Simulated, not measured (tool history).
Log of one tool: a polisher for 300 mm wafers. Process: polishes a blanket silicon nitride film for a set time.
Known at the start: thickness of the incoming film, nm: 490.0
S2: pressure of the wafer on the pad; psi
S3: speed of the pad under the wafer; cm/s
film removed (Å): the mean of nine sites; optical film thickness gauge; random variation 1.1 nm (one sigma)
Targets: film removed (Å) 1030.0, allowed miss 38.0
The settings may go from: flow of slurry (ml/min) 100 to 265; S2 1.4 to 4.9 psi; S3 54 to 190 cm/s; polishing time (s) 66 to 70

Run 1, hour 0.0: flow of slurry (ml/min) 170, S2 3.1 psi, S3 122 cm/s, polishing time (s) 66. Result: film removed (Å) 1229.4.
Run 2, hour 8.9: flow of slurry (ml/min) 170, S2 3.6 psi, S3 122 cm/s, polishing time (s) 66. Result: film removed (Å) 1434.3.
Run 3, hour 12.4: flow of slurry (ml/min) 135, S2 3.6 psi, S3 122 cm/s, polishing time (s) 66. Result: film removed (Å) 1345.8.
Run 4, hour 15.6: flow of slurry (ml/min) 130, S2 3.4 psi, S3 122 cm/s, polishing time (s) 66. Result: film removed (Å) 1272.6.
At hour 21.1: slurry nozzle cleaned.
Run 5, hour 21.1: flow of slurry (ml/min) 125, S2 3.2 psi, S3 122 cm/s, polishing time (s) 66. Result: film removed (Å) 1286.2.
Run 6, hour 26.6: flow of slurry (ml/min) 125, S2 2.9 psi, S3 120 cm/s, polishing time (s) 66. Result: film removed (Å) 1140.6.
Run 7, hour 31.9: flow of slurry (ml/min) 125, S2 2.8 psi, S3 120 cm/s, polishing time (s) 66. Result: film removed (Å) 1142.7.
Run 8, hour 33.8: flow of slurry (ml/min) 125, S2 2.7 psi, S3 120 cm/s, polishing time (s) 66. Result: film removed (Å) 1079.1.

5 next moves are on the table. One of them brings every result within its allowed miss. Which?
Run A, hour 35.7: flow of slurry (ml/min) 120, S2 2.8 psi, S3 120 cm/s, polishing time (s) 66. Result: film removed (Å) ?.
Run B, hour 35.7: flow of slurry (ml/min) 100, S2 2.7 psi, S3 134 cm/s, polishing time (s) 68. Result: film removed (Å) ?.
Run C, hour 35.7: flow of slurry (ml/min) 115, S2 2.3 psi, S3 144 cm/s, polishing time (s) 70. Result: film removed (Å) ?.
Run D, hour 35.7: flow of slurry (ml/min) 100, S2 2.8 psi, S3 118 cm/s, polishing time (s) 70. Result: film removed (Å) ?.
Run E, hour 35.7: flow of slurry (ml/min) 100, S2 3.3 psi, S3 94 cm/s, polishing time (s) 66. Result: film removed (Å) ?.

move  film removed (Å)
   A            1110.8
   B            1152.7
   C            1111.3
   D            1114.6
   E            1036.1
A: further off than the last run
B: further off than the last run
C: further off than the last run
D: further off than the last run
E: meets every target
Answer: E
